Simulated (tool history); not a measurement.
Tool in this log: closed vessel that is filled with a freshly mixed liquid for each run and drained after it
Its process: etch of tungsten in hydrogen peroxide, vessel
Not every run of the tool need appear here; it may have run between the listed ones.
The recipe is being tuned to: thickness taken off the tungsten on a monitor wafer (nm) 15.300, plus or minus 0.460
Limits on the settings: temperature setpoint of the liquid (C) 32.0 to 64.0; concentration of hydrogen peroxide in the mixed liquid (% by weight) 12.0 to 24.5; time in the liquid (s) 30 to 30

run  hour  temperature setpoint of the liquid (C)  concentration of hydrogen peroxide in the mixed liquid (% by weight)  time in the liquid (s)  thickness taken off the tungsten on a monitor wafer (nm)
  1   0.0                                    48.0                                                                  16.5                      30                                                    30.713
  2   6.0                                    44.5                                                                  16.5                      30                                                    24.778
  3   8.3                                    42.0                                                                  16.5                      30                                                    21.083
  4  15.5                                    40.5                                                                  16.5                      30                                                    19.085
  5  22.1                                    40.5                                                                  19.0                      30                                                    20.519
  6  27.3                                    33.5                                                                  19.0                      30                                                    12.867
  7  30.7                                    34.5                                                                  19.0                      30                                                    13.841
  8  39.7                                    34.5                                                                  19.0                      30                                                    13.922
     41.1  -- peroxide flow meter replaced
  9  41.1                                    34.5                                                                  19.0                      30                                                    14.231
 10  46.7                                    35.0                                                                  19.0                      30                                                    14.770

Exercise: of the 4 proposed moves below, exactly one satisfies all targets within the stated allowed misses. Which move is it?
  A  52.3                                    36.5                                                                  14.5                      30                                                         ?
  B  52.3                                    35.0                                                                  18.0                      30                                                         ?
  C  52.3                                    35.5                                                                  19.0                      30                                                         ?
  D  52.3                                    35.0                                                                  17.5                      30                                                         ?

move  thickness taken off the tungsten on a monitor wafer (nm)
   A                                                    14.191
   B                                                    14.302
   C                                                    15.195
   D                                                    14.102
A: the biggest miss grows against the last run
B: the biggest miss grows against the last run
C: meets every target
D: the biggest miss grows against the last run
C is the move that brings every result within its allowed miss.

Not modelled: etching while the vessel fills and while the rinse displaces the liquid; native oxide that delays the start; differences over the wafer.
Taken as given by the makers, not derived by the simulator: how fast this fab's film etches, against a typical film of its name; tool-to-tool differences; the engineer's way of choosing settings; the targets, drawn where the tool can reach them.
